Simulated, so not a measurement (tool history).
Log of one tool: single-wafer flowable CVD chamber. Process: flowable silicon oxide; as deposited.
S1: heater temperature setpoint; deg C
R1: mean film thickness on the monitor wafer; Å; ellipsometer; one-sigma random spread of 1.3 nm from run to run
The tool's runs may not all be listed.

run 1 hour=0.0 | S1=105 chamber_pressure_(mTorr)=614 RF_power_(kW)=2.535 deposition_time_(s)=892 | R1=3798.2
run 2 hour=3.5 | S1=115 chamber_pressure_(mTorr)=614 RF_power_(kW)=2.535 deposition_time_(s)=892 | R1=2721.2
run 3 hour=6.8 | S1=115 chamber_pressure_(mTorr)=614 RF_power_(kW)=2.535 deposition_time_(s)=892 | R1=2724.8
run 4 hour=13.5 | S1=109 chamber_pressure_(mTorr)=614 RF_power_(kW)=2.535 deposition_time_(s)=892 | R1=3311.8
run 5 hour=15.9 | S1=109 chamber_pressure_(mTorr)=614 RF_power_(kW)=2.535 deposition_time_(s)=892 | R1=3299.7
run 6 hour=23.4 | S1=104 chamber_pressure_(mTorr)=614 RF_power_(kW)=2.535 deposition_time_(s)=892 | R1=3937.4
run 7 hour=27.8 | S1=101 chamber_pressure_(mTorr)=614 RF_power_(kW)=2.535 deposition_time_(s)=892 | R1=4376.4
run 8 hour=33.2 | S1=98 chamber_pressure_(mTorr)=614 RF_power_(kW)=2.535 deposition_time_(s)=892 | R1=4829.1

What will run 9 give?
run 9 hour=33.9 | S1=96 chamber_pressure_(mTorr)=614 RF_power_(kW)=2.535 deposition_time_(s)=892 | R1=?

{"run 9": {"R1": 5173.2}}
